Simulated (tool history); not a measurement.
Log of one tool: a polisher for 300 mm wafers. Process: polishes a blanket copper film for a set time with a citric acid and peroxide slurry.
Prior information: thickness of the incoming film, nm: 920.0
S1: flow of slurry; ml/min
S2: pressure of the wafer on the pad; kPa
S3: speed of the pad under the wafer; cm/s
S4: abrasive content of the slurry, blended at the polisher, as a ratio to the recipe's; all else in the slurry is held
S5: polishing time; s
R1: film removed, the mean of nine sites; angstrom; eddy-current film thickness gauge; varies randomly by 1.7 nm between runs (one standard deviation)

run	hour	S1	S2	S3	S4	S5	R1
1	0.0	250	26.9	100	1.0	45	1166.4
2	2.9	250	26.9	100	1.1	45	1197.2
3	4.9	255	30.3	102	1.1	45	1399.3
4	6.7	255	30.3	102	1.1	41	1261.3
5	9.4	320	30.3	102	1.1	41	1274.4
6	11.9	320	33.1	106	1.1	41	1434.5

Forecast run 7:
7	13.8	320	35.2	110	1.1	41	?

{"run 7": {"R1": 1569.9}}

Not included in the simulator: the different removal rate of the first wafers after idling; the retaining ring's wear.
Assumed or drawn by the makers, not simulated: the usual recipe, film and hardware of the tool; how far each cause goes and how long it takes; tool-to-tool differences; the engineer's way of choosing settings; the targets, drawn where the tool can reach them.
